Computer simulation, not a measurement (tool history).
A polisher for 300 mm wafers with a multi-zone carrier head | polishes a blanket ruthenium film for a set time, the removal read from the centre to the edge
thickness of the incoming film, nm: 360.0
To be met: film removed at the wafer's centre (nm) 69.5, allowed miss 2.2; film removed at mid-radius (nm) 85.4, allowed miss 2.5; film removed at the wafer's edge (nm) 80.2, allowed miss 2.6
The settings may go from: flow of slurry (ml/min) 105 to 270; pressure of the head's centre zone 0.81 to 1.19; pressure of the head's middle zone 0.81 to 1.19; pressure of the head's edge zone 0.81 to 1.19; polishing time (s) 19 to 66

run,hour,flow of slurry (ml/min),pressure of the head's centre zone,pressure of the head's middle zone,pressure of the head's edge zone,polishing time (s),film removed at the wafer's centre (nm),film removed at mid-radius (nm),film removed at the wafer's edge (nm)
1,0,175,1,1,1,42,63.895,63.514,66.408
2,5.8,190,0.99,1.05,1.04,43,65.574,70.119,69.784
3,9.7,190,0.99,1.05,1.04,48,74.153,76.442,79.675
4,15.6,195,0.97,1.08,1.04,48,73.593,80.225,79.557
5,20.9,195,0.95,1.09,1.04,48,72.487,81.079,79.469
6,29.4,195,0.95,1.06,1.04,48,72.357,77.462,79.846
7,32,200,0.94,1.08,1.05,48,72.242,80.379,80.944
8,34.9,200,0.93,1.1,1.05,48,70.818,82.295,80.305
9,42.6,200,0.92,1.11,1.05,48,70.809,82.655,78.306
# hour 51: slurry nozzle cleaned
10,51,200,0.91,1.12,1.06,48,75.819,89.21,84.351
11,51.7,205,0.89,1.11,1.04,48,75.08,89.848,84.426
12,57.2,195,0.89,1.12,1.05,48,75.091,89.549,84.19
13,65.4,210,0.89,1.12,1.06,48,75.706,91.983,85.765

Which of these 4 next moves meets every target?
A,73.6,215,0.88,1.12,1.07,42,?,?,?
B,73.6,170,0.91,0.89,1.16,54,?,?,?
C,73.6,205,0.92,1.11,1.18,43,?,?,?
D,73.6,235,0.88,1.14,1.08,44,?,?,?

move,film removed at the wafer's centre (nm),film removed at mid-radius (nm),film removed at the wafer's edge (nm)
A,65.048,79.41,74.596
B,83,81.132,97.103
C,69.137,80.12,79.372
D,69.032,85.443,79.119
A: takes the result that was furthest off past its target
B: further off than the last run
C: brings the result that was furthest off to its target, and leaves another outside
D: meets every target
Answer: D
